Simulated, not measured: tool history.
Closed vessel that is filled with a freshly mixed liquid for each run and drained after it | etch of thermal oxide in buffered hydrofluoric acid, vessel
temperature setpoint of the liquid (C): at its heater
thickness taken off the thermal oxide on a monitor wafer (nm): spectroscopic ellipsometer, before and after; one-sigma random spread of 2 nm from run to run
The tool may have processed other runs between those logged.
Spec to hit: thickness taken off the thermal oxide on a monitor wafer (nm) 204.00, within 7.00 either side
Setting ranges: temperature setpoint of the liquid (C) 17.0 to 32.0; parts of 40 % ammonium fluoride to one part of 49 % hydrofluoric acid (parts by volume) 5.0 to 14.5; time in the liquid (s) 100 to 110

run  hour  temperature setpoint of the liquid (C)  parts of 40 % ammonium fluoride to one part of 49 % hydrofluoric acid (parts by volume)  time in the liquid (s)  thickness taken off the thermal oxide on a monitor wafer (nm)
  1   0.0                                    25.0                                                                                      9.0                     100                                                         134.19
  2   3.5                                    26.5                                                                                      9.0                     100                                                         145.82
  3   8.2                                    26.5                                                                                     10.0                     100                                                         135.87
  4  10.7                                    28.0                                                                                      9.5                     100                                                         153.86
  5  17.7                                    28.0                                                                                      9.5                     110                                                         171.11
  6  24.9                                    28.0                                                                                      9.5                     100                                                         152.74
  7  32.0                                    28.0                                                                                      9.5                     100                                                         153.21
  8  39.0                                    29.0                                                                                      9.5                     100                                                         164.74
  9  44.7                                    30.0                                                                                      9.5                     100                                                         171.98

Exactly one of the 5 candidate moves below puts every result within its allowed miss. Which one?
  A  50.4                                    30.0                                                                                      9.5                     110                                                              ?
  B  50.4                                    28.5                                                                                      9.0                     100                                                              ?
  C  50.4                                    31.5                                                                                      8.0                     100                                                              ?
  D  50.4                                    28.0                                                                                     12.0                     110                                                              ?
  E  50.4                                    29.0                                                                                      7.5                     100                                                              ?

move  thickness taken off the thermal oxide on a monitor wafer (nm)
   A                                                         190.56
   B                                                         165.60
   C                                                         220.16
   D                                                         139.03
   E                                                         207.13
A: nearer than the last run, and not there yet
B: lands further from the targets than the last run did
C: takes the result that was furthest off past its target
D: lands further from the targets than the last run did
E: in spec on every target
E is the move that brings every result within its allowed miss.
